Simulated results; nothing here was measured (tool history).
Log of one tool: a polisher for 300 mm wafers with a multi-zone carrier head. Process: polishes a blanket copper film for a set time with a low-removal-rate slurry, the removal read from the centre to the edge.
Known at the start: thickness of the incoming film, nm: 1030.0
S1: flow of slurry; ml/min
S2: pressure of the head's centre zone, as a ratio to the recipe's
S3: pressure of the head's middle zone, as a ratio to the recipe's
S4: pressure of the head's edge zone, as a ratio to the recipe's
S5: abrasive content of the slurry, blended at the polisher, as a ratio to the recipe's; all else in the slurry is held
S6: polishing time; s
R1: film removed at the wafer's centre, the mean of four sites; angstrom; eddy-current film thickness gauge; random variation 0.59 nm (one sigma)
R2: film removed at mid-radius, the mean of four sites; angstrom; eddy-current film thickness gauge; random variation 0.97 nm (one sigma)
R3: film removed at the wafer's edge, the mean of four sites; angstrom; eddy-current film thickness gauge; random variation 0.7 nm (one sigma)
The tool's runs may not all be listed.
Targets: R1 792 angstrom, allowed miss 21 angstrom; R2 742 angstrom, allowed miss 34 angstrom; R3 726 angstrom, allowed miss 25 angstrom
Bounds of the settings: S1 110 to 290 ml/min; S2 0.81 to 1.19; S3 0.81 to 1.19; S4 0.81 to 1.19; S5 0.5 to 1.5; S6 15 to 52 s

run	hour	S1	S2	S3	S4	S5	S6	R1	R2	R3
1	0	185	1	1	1	1	33	922.96	881.43	925.33
2	2.5	185	1	1	0.98	0.95	33	907.04	894.95	924.06
3	6.4	185	1	1	1.06	0.95	33	905.1	871.9	958.45
4	13.1	185	1.01	1	1.04	0.9	33	901.76	912.27	961.89
5	19.9	185	1.01	1	0.98	0.9	33	904.19	880.79	903.66
6	26.4	185	1.01	1	0.98	1.1	33	944.29	922.72	944.84
7	27	170	1.03	0.97	0.88	0.85	31	831.21	803.37	804.54
8	34.2	170	1.04	0.97	0.87	0.85	31	849.08	806.12	808.62
9	38.7	170	1.04	0.97	0.86	0.8	31	848.29	794.9	775.8
10	47.2	165	1.04	0.97	0.86	0.8	31	838.44	804.68	781.22
11	54.9	165	1.04	0.96	0.86	0.8	31	842.1	775.13	783.31
12	60	160	1.04	0.96	0.85	0.8	31	819.23	780.67	779.53

5 next moves are on the table. One of them brings every result within its allowed miss. Which?
A	65.1	125	1.07	1.15	0.89	0.8	30	?	?	?
B	65.1	210	1.1	1.03	0.93	0.65	28	?	?	?
C	65.1	185	1.05	1.14	0.84	0.8	28	?	?	?
D	65.1	115	0.98	1	1.03	0.75	34	?	?	?
E	65.1	130	0.92	1.04	0.81	0.75	34	?	?	?

move	R1	R2	R3
A	792.04	848.25	742.9
B	792.63	745.06	719.09
C	771.54	830.09	702.87
D	799.41	832.85	885.45
E	766.7	878.04	802.65
A: brings the result that was furthest off to its target, and leaves another outside
B: meets every target
C: brings the result that was furthest off to its target, and leaves another outside
D: further off than the last run
E: further off than the last run
Move B is the one to make.
